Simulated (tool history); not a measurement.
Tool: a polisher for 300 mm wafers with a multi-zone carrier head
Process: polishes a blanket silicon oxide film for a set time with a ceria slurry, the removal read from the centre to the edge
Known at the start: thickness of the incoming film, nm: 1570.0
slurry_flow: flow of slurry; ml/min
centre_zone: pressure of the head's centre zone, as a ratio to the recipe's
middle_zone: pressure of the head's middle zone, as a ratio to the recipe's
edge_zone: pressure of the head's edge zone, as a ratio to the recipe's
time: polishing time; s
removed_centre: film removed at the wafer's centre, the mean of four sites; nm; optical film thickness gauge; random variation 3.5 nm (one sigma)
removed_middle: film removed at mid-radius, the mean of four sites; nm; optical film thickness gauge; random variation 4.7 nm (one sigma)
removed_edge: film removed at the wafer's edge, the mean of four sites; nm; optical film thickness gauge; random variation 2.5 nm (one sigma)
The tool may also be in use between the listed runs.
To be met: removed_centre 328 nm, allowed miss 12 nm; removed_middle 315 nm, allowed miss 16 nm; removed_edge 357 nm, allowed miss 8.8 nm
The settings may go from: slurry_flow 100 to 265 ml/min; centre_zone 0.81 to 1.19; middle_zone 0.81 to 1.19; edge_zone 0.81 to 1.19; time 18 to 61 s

| run | hour | slurry_flow | centre_zone | middle_zone | edge_zone | time | removed_centre | removed_middle | removed_edge |
|---|---|---|---|---|---|---|---|---|---|
| 1 | 0 | 170 | 1 | 1 | 1 | 39 | 300.75 | 295.34 | 306.23 |
| 2 | 2.3 | 185 | 1 | 1 | 1.04 | 39 | 304.28 | 293.54 | 313.05 |
| 3 | 3.6 | 185 | 1.06 | 1 | 1.04 | 39 | 327.95 | 293.4 | 314.58 |
| 4 | 12.6 | 190 | 1.04 | 1.01 | 1.08 | 40 | 329.82 | 300.54 | 330.02 |
| 5 | 15.2 | 190 | 1.04 | 1.01 | 1.04 | 40 | 332.89 | 315.74 | 322.69 |
| 6 | 16.3 | 190 | 1.04 | 1.01 | 0.98 | 40 | 326.68 | 307.98 | 310.44 |
| 7 | 18.9 | 190 | 1.03 | 1.01 | 1.02 | 40 | 319.33 | 305.38 | 322.77 |
| 8 | 20.8 | 190 | 1.03 | 1.01 | 1.02 | 40 | 331.66 | 312.22 | 316.84 |
| 9 | 25.8 | 190 | 1.02 | 1.01 | 1.05 | 40 | 319.62 | 305.5 | 323.63 |

5 next moves are on the table. One of them brings every result within its allowed miss. Which?
| A | 30.8 | 175 | 1.1 | 1.09 | 0.89 | 37 | ? | ? | ? |
| B | 30.8 | 175 | 1.09 | 0.88 | 1.19 | 40 | ? | ? | ? |
| C | 30.8 | 210 | 1.12 | 1.16 | 0.91 | 38 | ? | ? | ? |
| D | 30.8 | 190 | 0.96 | 0.99 | 1.11 | 45 | ? | ? | ? |
| E | 30.8 | 155 | 0.95 | 0.94 | 1.07 | 45 | ? | ? | ? |

| move | removed_centre | removed_middle | removed_edge |
|---|---|---|---|
| A | 312.37 | 302.63 | 271.02 |
| B | 334.45 | 273.15 | 338.76 |
| C | 335 | 335.75 | 285.91 |
| D | 340.5 | 343.09 | 370.12 |
| E | 326.61 | 319.25 | 356.06 |
A: further off than the last run
B: nearer than the last run, and not there yet
C: further off than the last run
D: takes the result that was furthest off past its target
E: meets every target
Answer: E
